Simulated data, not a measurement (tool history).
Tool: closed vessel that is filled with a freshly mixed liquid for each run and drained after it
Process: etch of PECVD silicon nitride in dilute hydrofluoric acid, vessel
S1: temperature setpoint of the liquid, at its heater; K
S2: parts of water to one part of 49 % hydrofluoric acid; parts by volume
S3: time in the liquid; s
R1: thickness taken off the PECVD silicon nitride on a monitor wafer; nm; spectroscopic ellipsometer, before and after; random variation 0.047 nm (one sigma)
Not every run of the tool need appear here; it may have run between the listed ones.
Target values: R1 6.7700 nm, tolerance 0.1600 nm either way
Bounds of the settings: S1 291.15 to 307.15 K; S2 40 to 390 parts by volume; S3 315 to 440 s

| run | hour | S1 | S2 | S3 | R1 |
|---|---|---|---|---|---|
| 1 | 0.0 | 299.15 | 215 | 440 | 12.0470 |
| 2 | 3.0 | 299.15 | 215 | 440 | 12.2340 |
| 3 | 6.6 | 296.65 | 225 | 440 | 10.0910 |
| 4 | 10.5 | 294.65 | 225 | 440 | 8.9094 |
| 5 | 17.0 | 293.15 | 225 | 440 | 7.9940 |
| 6 | 23.1 | 293.15 | 225 | 315 | 5.7637 |
| 7 | 27.6 | 293.65 | 225 | 315 | 5.9654 |
| 8 | 33.8 | 294.15 | 225 | 315 | 6.0866 |
| 9 | 40.9 | 294.65 | 225 | 315 | 6.2665 |
| 10 | 45.9 | 295.15 | 225 | 315 | 6.5013 |

5 candidate next runs follow, results not yet known. Just one meets every target within its allowed miss. Identify it.
| A | 50.9 | 292.65 | 230 | 360 | ? |
| B | 50.9 | 293.15 | 255 | 390 | ? |
| C | 50.9 | 293.15 | 205 | 340 | ? |
| D | 50.9 | 294.15 | 230 | 380 | ? |
| E | 50.9 | 297.65 | 295 | 345 | ? |

| move | R1 |
|---|---|
| A | 6.1474 |
| B | 6.2254 |
| C | 6.7066 |
| D | 7.1514 |
| E | 6.3279 |
A: further off than the last run
B: further off than the last run
C: in spec on every target
D: the result that was furthest off in the last run now lies on the other side of its target
E: further off than the last run
Correct choice: C, which meets every target
